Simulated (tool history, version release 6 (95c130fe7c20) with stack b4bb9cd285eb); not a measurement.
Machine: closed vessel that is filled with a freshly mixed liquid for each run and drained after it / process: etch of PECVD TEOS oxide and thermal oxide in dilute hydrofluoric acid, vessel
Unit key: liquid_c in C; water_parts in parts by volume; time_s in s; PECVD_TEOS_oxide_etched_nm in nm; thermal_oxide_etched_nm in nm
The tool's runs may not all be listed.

run	hour	liquid_c	water_parts	time_s	PECVD_TEOS_oxide_etched_nm	thermal_oxide_etched_nm
1	0	24	300	555	35.352	7.3417
2	7.7	21.5	310	555	31.033	6.4157
3	16.5	20	310	555	29.233	6.0933
4	18.6	19	315	555	27.337	5.7424
5	21	19	265	555	34.405	7.1616
6	28.8	18.5	285	555	30.821	6.3742

The next listed run, before its measurement:
7	34.8	18	295	555	?	?

Logged for run 7: PECVD_TEOS_oxide_etched_nm 28.965 nm, thermal_oxide_etched_nm 6.0041 nm.

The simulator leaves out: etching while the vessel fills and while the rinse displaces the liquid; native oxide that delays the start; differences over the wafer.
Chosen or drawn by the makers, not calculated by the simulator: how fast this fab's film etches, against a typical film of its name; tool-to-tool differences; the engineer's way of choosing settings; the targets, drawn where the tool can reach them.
